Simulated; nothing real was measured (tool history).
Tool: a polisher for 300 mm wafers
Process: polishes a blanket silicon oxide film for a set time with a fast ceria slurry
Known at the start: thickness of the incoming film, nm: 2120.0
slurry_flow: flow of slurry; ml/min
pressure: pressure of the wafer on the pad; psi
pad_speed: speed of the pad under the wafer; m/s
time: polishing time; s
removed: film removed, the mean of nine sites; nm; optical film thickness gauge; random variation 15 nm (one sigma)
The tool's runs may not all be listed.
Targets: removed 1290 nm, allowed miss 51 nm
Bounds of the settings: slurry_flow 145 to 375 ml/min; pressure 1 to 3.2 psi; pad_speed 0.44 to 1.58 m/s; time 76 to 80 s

run,day,slurry_flow,pressure,pad_speed,time,removed
1,0,240,2.1,1,76,796.2
2,0.325,240,1.8,1,76,697.8
3,0.392,240,1.8,1.12,76,767.84
4,0.654,240,2.1,1.12,76,898.82
5,0.733,240,2.3,1.12,76,963.13
# day 0.796: head pressure recalibrated
6,0.796,240,2.3,1.12,80,956.88
7,0.9,240,2.5,1.12,80,1017.7
8,1.071,240,2.7,1.12,80,1094.6
9,1.346,240,2.8,1.12,80,1159.3
10,1.662,240,2.9,1.12,80,1167.9
11,1.925,240,2.9,1.12,80,1165.4

5 next moves are on the table. One of them brings every result within its allowed miss. Which?
A,2.188,160,2.7,1.12,80,?
B,2.188,215,3.2,1.26,80,?
C,2.188,175,3.2,1.16,80,?
D,2.188,220,3,1.06,80,?
E,2.188,210,3.1,0.92,80,?

move,removed
A,1042.5
B,1425.3
C,1281.8
D,1144.6
E,1029.6
A: further off than the last run
B: takes the result that was furthest off past its target
C: meets every target
D: further off than the last run
E: further off than the last run
Move C is the one to make.
